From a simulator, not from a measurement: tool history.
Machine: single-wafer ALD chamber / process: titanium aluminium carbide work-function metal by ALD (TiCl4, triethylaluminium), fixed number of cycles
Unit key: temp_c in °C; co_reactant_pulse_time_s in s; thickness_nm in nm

Run 1, day 0.000: temp_c 325 °C, co_reactant_pulse_time_s 14.53 s. Result: thickness_nm 2.1230 nm.
Run 2, day 0.175: temp_c 323 °C, co_reactant_pulse_time_s 14.32 s. Result: thickness_nm 2.1226 nm.
Run 3, day 0.417: temp_c 320 °C, co_reactant_pulse_time_s 14.04 s. Result: thickness_nm 2.0979 nm.
Run 4, day 0.633: temp_c 320 °C, co_reactant_pulse_time_s 11.37 s. Result: thickness_nm 2.0644 nm.
Run 5, day 0.721: temp_c 327 °C, co_reactant_pulse_time_s 11.37 s. Result: thickness_nm 2.0977 nm.
Run 6, day 0.758: temp_c 333 °C, co_reactant_pulse_time_s 11.37 s. Result: thickness_nm 2.1725 nm.

Run 7 comes next. What will it give?
Run 7, day 1.033: temp_c 330 °C, co_reactant_pulse_time_s 10.98 s. Result: thickness_nm ?.

Run 7 gave thickness_nm 2.1022 nm.
